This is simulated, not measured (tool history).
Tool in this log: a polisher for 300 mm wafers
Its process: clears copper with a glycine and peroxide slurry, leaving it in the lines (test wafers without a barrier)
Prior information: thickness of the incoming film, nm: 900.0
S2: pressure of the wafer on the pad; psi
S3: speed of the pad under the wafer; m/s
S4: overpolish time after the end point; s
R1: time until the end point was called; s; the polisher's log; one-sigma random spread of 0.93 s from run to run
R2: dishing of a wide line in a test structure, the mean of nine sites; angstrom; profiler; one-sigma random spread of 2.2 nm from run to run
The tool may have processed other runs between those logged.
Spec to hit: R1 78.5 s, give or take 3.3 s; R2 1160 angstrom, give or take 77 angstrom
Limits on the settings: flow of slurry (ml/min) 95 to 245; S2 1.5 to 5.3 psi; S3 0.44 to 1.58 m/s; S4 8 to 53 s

run 1 hour=0 | flow_of_slurry_(ml/min)=155 S2=3.4 S3=1 S4=27 | R1=114.72 R2=1003.5
run 2 hour=5.9 | flow_of_slurry_(ml/min)=155 S2=3.4 S3=1 S4=17 | R1=116.88 R2=683.21
run 3 hour=14.6 | flow_of_slurry_(ml/min)=155 S2=3.4 S3=0.86 S4=17 | R1=133.08 R2=651.9
run 4 hour=20.3 | flow_of_slurry_(ml/min)=155 S2=2.6 S3=0.86 S4=17 | R1=165.27 R2=518.08
run 5 hour=28.1 | flow_of_slurry_(ml/min)=155 S2=2.2 S3=0.86 S4=17 | R1=183.21 R2=481.42
run 6 hour=32.2 | flow_of_slurry_(ml/min)=170 S2=2.2 S3=0.86 S4=17 | R1=183.92 R2=488.25
run 7 hour=32.9 | flow_of_slurry_(ml/min)=170 S2=2.7 S3=0.86 S4=18 | R1=154.77 R2=584.21
run 8 hour=40.6 | flow_of_slurry_(ml/min)=180 S2=3 S3=0.86 S4=18 | R1=143.6 R2=638.36
run 9 hour=41.4 | flow_of_slurry_(ml/min)=185 S2=3.3 S3=0.86 S4=18 | R1=129.61 R2=699.3
run 10 hour=46.8 | flow_of_slurry_(ml/min)=190 S2=3.6 S3=0.86 S4=18 | R1=123.01 R2=716.58
run 11 hour=50.2 | flow_of_slurry_(ml/min)=190 S2=3.9 S3=0.86 S4=19 | R1=115.27 R2=794.26
run 12 hour=53.4 | flow_of_slurry_(ml/min)=190 S2=4.1 S3=0.86 S4=19 | R1=110.85 R2=841.22
run 13 hour=55.5 | flow_of_slurry_(ml/min)=190 S2=4.3 S3=0.88 S4=19 | R1=103.95 R2=880.12
run 14 hour=56.6 | flow_of_slurry_(ml/min)=190 S2=4.5 S3=0.88 S4=19 | R1=99.54 R2=943.09
run 15 hour=59.8 | flow_of_slurry_(ml/min)=200 S2=5.3 S3=0.92 S4=18 | R1=81.955 R2=1022.1
run 16 hour=63.2 | flow_of_slurry_(ml/min)=200 S2=5.3 S3=0.92 S4=19 | R1=83.108 R2=1098.9
run 17 hour=67.2 | flow_of_slurry_(ml/min)=200 S2=5.3 S3=0.94 S4=19 | R1=80.534 R2=1078.8

Which of these 5 next moves meets every target?
run A hour=71.2 | flow_of_slurry_(ml/min)=165 S2=4.7 S3=1.08 S4=18 | R1=? R2=?
run B hour=71.2 | flow_of_slurry_(ml/min)=200 S2=5.3 S3=0.96 S4=17 | R1=? R2=?
run C hour=71.2 | flow_of_slurry_(ml/min)=185 S2=5.3 S3=0.9 S4=19 | R1=? R2=?
run D hour=71.2 | flow_of_slurry_(ml/min)=190 S2=5.1 S3=1.02 S4=21 | R1=? R2=?
run E hour=71.2 | flow_of_slurry_(ml/min)=220 S2=5 S3=1 S4=17 | R1=? R2=?

move=A R1=80.692 R2=1007.2
move=B R1=77.858 R2=1002.9
move=C R1=83.211 R2=1037.8
move=D R1=77.049 R2=1167.1
move=E R1=78.212 R2=994.72
A: the biggest miss grows against the last run
B: the biggest miss grows against the last run
C: the biggest miss grows against the last run
D: each result inside its tolerance
E: the biggest miss grows against the last run
Move D is the one to make.
